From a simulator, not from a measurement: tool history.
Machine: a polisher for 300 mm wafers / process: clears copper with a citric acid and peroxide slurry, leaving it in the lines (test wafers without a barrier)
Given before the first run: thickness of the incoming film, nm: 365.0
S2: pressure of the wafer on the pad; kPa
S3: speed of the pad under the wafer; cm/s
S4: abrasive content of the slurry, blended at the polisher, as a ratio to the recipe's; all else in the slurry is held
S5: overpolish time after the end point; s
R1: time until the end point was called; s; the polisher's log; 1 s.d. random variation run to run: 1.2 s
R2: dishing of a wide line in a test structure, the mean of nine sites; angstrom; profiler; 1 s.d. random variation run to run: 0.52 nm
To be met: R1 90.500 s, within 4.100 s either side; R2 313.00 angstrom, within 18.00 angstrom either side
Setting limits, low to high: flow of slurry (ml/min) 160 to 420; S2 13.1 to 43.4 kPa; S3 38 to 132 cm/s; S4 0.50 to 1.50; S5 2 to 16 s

{"run": 1, "hour": 0.0, "flow of slurry (ml/min)": 270, "S2": 28.3, "S3": 84, "S4": 1.0, "S5": 8, "R1": 128.04, "R2": 144.77}
{"run": 2, "hour": 6.3, "flow of slurry (ml/min)": 270, "S2": 30.3, "S3": 84, "S4": 1.0, "S5": 9, "R1": 120.83, "R2": 174.2}
{"run": 3, "hour": 10.4, "flow of slurry (ml/min)": 335, "S2": 30.3, "S3": 84, "S4": 1.0, "S5": 9, "R1": 117.05, "R2": 177.69}
{"run": 4, "hour": 16.3, "flow of slurry (ml/min)": 335, "S2": 30.3, "S3": 84, "S4": 1.0, "S5": 6, "R1": 117.87, "R2": 122.84}
{"run": 5, "hour": 24.1, "flow of slurry (ml/min)": 335, "S2": 33.8, "S3": 84, "S4": 1.0, "S5": 6, "R1": 106.81, "R2": 133.74}
{"run": 6, "hour": 33.0, "flow of slurry (ml/min)": 335, "S2": 33.8, "S3": 104, "S4": 1.0, "S5": 6, "R1": 89.344, "R2": 156.97}
{"run": 7, "hour": 41.1, "flow of slurry (ml/min)": 335, "S2": 33.8, "S3": 104, "S4": 1.0, "S5": 7, "R1": 91.225, "R2": 180.71}
{"run": 8, "hour": 49.4, "flow of slurry (ml/min)": 335, "S2": 33.8, "S3": 104, "S4": 1.0, "S5": 8, "R1": 87.846, "R2": 198.35}
{"run": 9, "hour": 50.8, "flow of slurry (ml/min)": 330, "S2": 30.3, "S3": 102, "S4": 1.0, "S5": 12, "R1": 97.938, "R2": 247.5}
{"run": 10, "hour": 55.4, "flow of slurry (ml/min)": 330, "S2": 30.3, "S3": 102, "S4": 1.0, "S5": 12, "R1": 102.15, "R2": 251.3}
{"run": 11, "hour": 59.6, "flow of slurry (ml/min)": 330, "S2": 31.0, "S3": 102, "S4": 1.0, "S5": 12, "R1": 94.894, "R2": 254.56}
{"run": 12, "hour": 68.0, "flow of slurry (ml/min)": 330, "S2": 31.7, "S3": 104, "S4": 1.0, "S5": 14, "R1": 93.786, "R2": 287.24}

Exercise: of the 4 proposed moves below, exactly one satisfies all targets within the stated allowed misses. Which move is it?
{"run": "A", "hour": 76.4, "flow of slurry (ml/min)": 345, "S2": 31.0, "S3": 110, "S4": 1.05, "S5": 13, "R1": "?", "R2": "?"}
{"run": "B", "hour": 76.4, "flow of slurry (ml/min)": 320, "S2": 31.0, "S3": 114, "S4": 0.95, "S5": 15, "R1": "?", "R2": "?"}
{"run": "C", "hour": 76.4, "flow of slurry (ml/min)": 335, "S2": 31.0, "S3": 102, "S4": 0.95, "S5": 13, "R1": "?", "R2": "?"}
{"run": "D", "hour": 76.4, "flow of slurry (ml/min)": 350, "S2": 32.4, "S3": 98, "S4": 1.0, "S5": 13, "R1": "?", "R2": "?"}

move=A R1=90.585 R2=291.47
move=B R1=90.186 R2=321.99
move=C R1=99.115 R2=273.55
move=D R1=97.154 R2=277.93
A: gains on the last run, yet a result remains outside its allowed miss
B: every result within its allowed miss
C: further off than the last run
D: further off than the last run
Correct choice: B, which meets every target
